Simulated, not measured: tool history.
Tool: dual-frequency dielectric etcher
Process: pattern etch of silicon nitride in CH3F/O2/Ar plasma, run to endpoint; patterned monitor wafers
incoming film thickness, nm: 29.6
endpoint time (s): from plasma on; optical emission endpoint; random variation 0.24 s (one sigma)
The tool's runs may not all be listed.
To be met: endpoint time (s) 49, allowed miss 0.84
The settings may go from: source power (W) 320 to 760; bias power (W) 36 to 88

run 1 day=0 | source_power_(W)=540 bias_power_(W)=62 | endpoint_time_(s)=40.574
run 2 day=0.175 | source_power_(W)=470 bias_power_(W)=62 | endpoint_time_(s)=42.782
run 3 day=0.317 | source_power_(W)=450 bias_power_(W)=61 | endpoint_time_(s)=43.383
run 4 day=0.479 | source_power_(W)=430 bias_power_(W)=60 | endpoint_time_(s)=44.508
run 5 day=0.588 | source_power_(W)=430 bias_power_(W)=66 | endpoint_time_(s)=42.803
run 6 day=0.629 | source_power_(W)=410 bias_power_(W)=64 | endpoint_time_(s)=44.207
run 7 day=0.846 | source_power_(W)=390 bias_power_(W)=63 | endpoint_time_(s)=45.269
run 8 day=1.062 | source_power_(W)=380 bias_power_(W)=62 | endpoint_time_(s)=45.209
run 9 day=1.367 | source_power_(W)=370 bias_power_(W)=60 | endpoint_time_(s)=46.407

Which of these 4 next moves meets every target?
run A day=1.671 | source_power_(W)=360 bias_power_(W)=52 | endpoint_time_(s)=?
run B day=1.671 | source_power_(W)=320 bias_power_(W)=53 | endpoint_time_(s)=?
run C day=1.671 | source_power_(W)=370 bias_power_(W)=62 | endpoint_time_(s)=?
run D day=1.671 | source_power_(W)=320 bias_power_(W)=51 | endpoint_time_(s)=?

move=A endpoint_time_(s)=48.788
move=B endpoint_time_(s)=50.366
move=C endpoint_time_(s)=45.807
move=D endpoint_time_(s)=50.957
A: meets every target
B: takes the result that was furthest off past its target
C: further off than the last run
D: takes the result that was furthest off past its target
The right move is A.
